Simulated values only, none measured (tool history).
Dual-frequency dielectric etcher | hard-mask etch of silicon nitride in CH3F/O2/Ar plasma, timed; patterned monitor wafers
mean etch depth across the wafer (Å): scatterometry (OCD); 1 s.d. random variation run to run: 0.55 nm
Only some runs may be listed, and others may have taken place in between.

run	hour	source power (W)	bias power (W)	etch time (s)	mean etch depth across the wafer (Å)
1	0.0	460	85	145.5	1106.0
2	5.6	430	84	145.5	1082.1
3	6.4	400	83	145.5	1050.1
4	13.5	400	91	145.5	1104.7
5	16.7	360	91	145.5	1073.8
6	23.2	340	89	145.0	1058.2

For run 7, what comes out?
7	29.3	330	86	144.5	?

mean etch depth across the wafer (Å): 1027.8

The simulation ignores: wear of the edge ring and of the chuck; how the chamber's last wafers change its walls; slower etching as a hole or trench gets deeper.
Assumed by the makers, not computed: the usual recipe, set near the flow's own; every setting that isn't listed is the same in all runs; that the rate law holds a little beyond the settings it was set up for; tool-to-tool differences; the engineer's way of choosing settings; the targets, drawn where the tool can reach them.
